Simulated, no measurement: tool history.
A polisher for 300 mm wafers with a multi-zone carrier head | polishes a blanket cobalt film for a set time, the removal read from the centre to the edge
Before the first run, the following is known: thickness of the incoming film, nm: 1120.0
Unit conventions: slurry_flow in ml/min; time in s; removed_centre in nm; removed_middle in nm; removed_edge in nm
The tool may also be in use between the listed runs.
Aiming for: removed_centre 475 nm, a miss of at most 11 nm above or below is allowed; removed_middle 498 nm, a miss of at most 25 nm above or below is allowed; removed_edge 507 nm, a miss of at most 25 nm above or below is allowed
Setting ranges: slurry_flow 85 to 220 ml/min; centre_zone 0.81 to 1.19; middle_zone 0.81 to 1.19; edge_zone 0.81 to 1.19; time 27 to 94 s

Run 1, hour 0: slurry_flow 140 ml/min, centre_zone 1, middle_zone 1, edge_zone 1, time 60 s. Result: removed_centre 341.26 nm, removed_middle 341.17 nm, removed_edge 329.11 nm.
Run 2, hour 1: slurry_flow 140 ml/min, centre_zone 1, middle_zone 1.06, edge_zone 1, time 60 s. Result: removed_centre 340.66 nm, removed_middle 354.17 nm, removed_edge 326.91 nm.
Run 3, hour 7.7: slurry_flow 140 ml/min, centre_zone 1, middle_zone 1.06, edge_zone 0.94, time 60 s. Result: removed_centre 341.21 nm, removed_middle 353.59 nm, removed_edge 321.95 nm.
Run 4, hour 15.7: slurry_flow 140 ml/min, centre_zone 1, middle_zone 1.06, edge_zone 0.99, time 60 s. Result: removed_centre 337.97 nm, removed_middle 342.87 nm, removed_edge 331.44 nm.
Run 5, hour 22: slurry_flow 165 ml/min, centre_zone 1, middle_zone 1.06, edge_zone 0.99, time 60 s. Result: removed_centre 345.67 nm, removed_middle 349.93 nm, removed_edge 340.76 nm.
Run 6, hour 26.1: slurry_flow 165 ml/min, centre_zone 1, middle_zone 1.02, edge_zone 0.99, time 60 s. Result: removed_centre 344.45 nm, removed_middle 349.31 nm, removed_edge 337.44 nm.
Run 7, hour 27.8: slurry_flow 165 ml/min, centre_zone 1, middle_zone 1.02, edge_zone 0.99, time 60 s. Result: removed_centre 351.61 nm, removed_middle 347.74 nm, removed_edge 332.07 nm.
Run 8, hour 30.8: slurry_flow 155 ml/min, centre_zone 1.01, middle_zone 1.05, edge_zone 1.03, time 66 s. Result: removed_centre 381.4 nm, removed_middle 384.04 nm, removed_edge 377.91 nm.
Run 9, hour 35.6: slurry_flow 155 ml/min, centre_zone 1.01, middle_zone 1.07, edge_zone 1.05, time 70 s. Result: removed_centre 407.99 nm, removed_middle 413.85 nm, removed_edge 395.52 nm.
Run 10, hour 37.2: slurry_flow 155 ml/min, centre_zone 1.01, middle_zone 1.07, edge_zone 1.05, time 70 s. Result: removed_centre 405.71 nm, removed_middle 422.84 nm, removed_edge 393.63 nm.
Run 11, hour 44.6: slurry_flow 170 ml/min, centre_zone 1, middle_zone 1.05, edge_zone 1.09, time 73 s. Result: removed_centre 423.96 nm, removed_middle 434.05 nm, removed_edge 443.17 nm.
Run 12, hour 51.2: slurry_flow 175 ml/min, centre_zone 1.01, middle_zone 1.07, edge_zone 1.11, time 74 s. Result: removed_centre 434.19 nm, removed_middle 445.11 nm, removed_edge 444.37 nm.
Run 13, hour 55.4: slurry_flow 180 ml/min, centre_zone 1.01, middle_zone 1.08, edge_zone 1.12, time 76 s. Result: removed_centre 454.22 nm, removed_middle 463.19 nm, removed_edge 450.41 nm.
Run 14, hour 63: slurry_flow 180 ml/min, centre_zone 1, middle_zone 1.07, edge_zone 1.13, time 77 s. Result: removed_centre 449.59 nm, removed_middle 469.36 nm, removed_edge 460.51 nm.
Run 15, hour 65.8: slurry_flow 180 ml/min, centre_zone 1, middle_zone 1.06, edge_zone 1.14, time 78 s. Result: removed_centre 455.22 nm, removed_middle 463.33 nm, removed_edge 478.84 nm.

Which of these 5 next moves meets every target?
Run A, hour 68.6: slurry_flow 195 ml/min, centre_zone 1.03, middle_zone 1.03, edge_zone 1.04, time 78 s. Result: removed_centre ?, removed_middle ?, removed_edge ?.
Run B, hour 68.6: slurry_flow 175 ml/min, centre_zone 0.89, middle_zone 1.03, edge_zone 1.19, time 82 s. Result: removed_centre ?, removed_middle ?, removed_edge ?.
Run C, hour 68.6: slurry_flow 145 ml/min, centre_zone 0.97, middle_zone 1.04, edge_zone 1.11, time 86 s. Result: removed_centre ?, removed_middle ?, removed_edge ?.
Run D, hour 68.6: slurry_flow 165 ml/min, centre_zone 0.93, middle_zone 0.84, edge_zone 1.19, time 82 s. Result: removed_centre ?, removed_middle ?, removed_edge ?.
Run E, hour 68.6: slurry_flow 220 ml/min, centre_zone 1.15, middle_zone 1.07, edge_zone 1.14, time 68 s. Result: removed_centre ?, removed_middle ?, removed_edge ?.

move  removed_centre  removed_middle  removed_edge
   A          481.38          471.16         463.5
   B          433.34          488.31        516.23
   C          477.92          501.99        511.76
   D          446.92          408.39        514.37
   E          474.39           430.5        427.79
A: gets the furthest-off result to its target, but another result is out of tolerance
B: misses by more than the last run did
C: meets every target
D: misses by more than the last run did
E: gets the furthest-off result to its target, but another result is out of tolerance
C is the move that brings every result within its allowed miss.

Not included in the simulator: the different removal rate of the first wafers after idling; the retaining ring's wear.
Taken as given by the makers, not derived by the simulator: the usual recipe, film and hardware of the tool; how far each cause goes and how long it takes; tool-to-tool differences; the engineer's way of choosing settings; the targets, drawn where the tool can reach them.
